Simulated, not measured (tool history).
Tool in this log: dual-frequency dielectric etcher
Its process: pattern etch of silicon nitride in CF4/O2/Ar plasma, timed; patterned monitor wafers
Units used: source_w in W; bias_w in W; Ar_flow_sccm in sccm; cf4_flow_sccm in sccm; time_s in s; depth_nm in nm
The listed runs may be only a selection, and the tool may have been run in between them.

run	hour	source_w	bias_w	Ar_flow_sccm	cf4_flow_sccm	time_s	depth_nm
1	0.0	420	39	116	111	274	385.04
2	3.2	420	39	116	127	274	393.99
3	7.3	420	44	116	127	274	408.29
4	8.2	420	44	116	139	274	414.85
5	14.7	440	44	116	139	274	437.90
6	21.5	450	44	116	139	274	446.71
7	27.3	460	44	116	139	274	451.49
8	34.5	470	44	116	139	274	460.02

Run 9 is up next; what results do you expect?
9	39.8	470	44	116	139	274	?

depth_nm: 457.51 nm
